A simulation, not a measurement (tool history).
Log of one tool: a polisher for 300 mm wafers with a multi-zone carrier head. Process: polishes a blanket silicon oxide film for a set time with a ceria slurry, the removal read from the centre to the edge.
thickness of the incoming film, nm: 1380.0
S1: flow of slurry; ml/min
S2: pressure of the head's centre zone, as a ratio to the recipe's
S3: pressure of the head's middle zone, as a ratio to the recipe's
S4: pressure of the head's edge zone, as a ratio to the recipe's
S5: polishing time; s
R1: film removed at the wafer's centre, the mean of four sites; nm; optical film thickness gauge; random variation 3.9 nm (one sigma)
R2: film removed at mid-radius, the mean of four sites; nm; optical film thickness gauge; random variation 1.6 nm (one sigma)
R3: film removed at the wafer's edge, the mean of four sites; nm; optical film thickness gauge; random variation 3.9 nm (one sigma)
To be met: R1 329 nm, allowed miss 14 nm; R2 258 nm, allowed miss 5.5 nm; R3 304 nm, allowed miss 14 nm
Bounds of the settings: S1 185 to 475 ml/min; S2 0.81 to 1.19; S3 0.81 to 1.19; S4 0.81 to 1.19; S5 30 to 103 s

run    day   S1    S2    S3    S4  S5      R1      R2      R3
  1      0  305     1     1     1  66  337.33  338.29  328.22
  2    0.2  295  1.02  0.94  1.01  64  340.38  309.64  325.81
  3  0.471  285  1.02   0.9  0.99  63   331.8   295.3  313.03
  4  0.504  280  1.03  0.87     1  62  326.97  283.67  312.25
  5  0.625  280  1.03  0.87     1  77  401.05  353.85  384.16
  6  0.896  275  1.04  0.85  1.01  71  377.25   317.7  356.25
  7  1.083  240  1.06  0.81  1.01  58  307.07  242.29  285.85
  8  1.121  265  1.06  0.82  1.02  58  314.38  249.78  293.46
  9  1.421  280  1.06  0.82  1.03  58  314.03  249.55   295.2
 10  1.588  295   1.1  0.85  1.07  59  332.87  264.37  305.05

5 next moves are on the table. One of them brings every result within its allowed miss. Which?
  A  1.754  255  1.06  0.87  1.07  60   ?   ?   ?
  B  1.754  325  1.08  0.87  1.07  60   ?   ?   ?
  C  1.754  300  1.16  0.94  0.99  56   ?   ?   ?
  D  1.754  245   1.1  0.85  1.07  59   ?   ?   ?
  E  1.754  280  1.14  0.91  1.13  57   ?   ?   ?

move      R1      R2      R3
   A   320.6   271.4  308.51
   B  336.75  278.89  314.99
   C  334.87  275.24  280.98
   D  325.26  260.38  302.24
   E  332.03  270.56  303.75
A: further off than the last run
B: further off than the last run
C: further off than the last run
D: meets every target
E: further off than the last run
Move D is the one to make.

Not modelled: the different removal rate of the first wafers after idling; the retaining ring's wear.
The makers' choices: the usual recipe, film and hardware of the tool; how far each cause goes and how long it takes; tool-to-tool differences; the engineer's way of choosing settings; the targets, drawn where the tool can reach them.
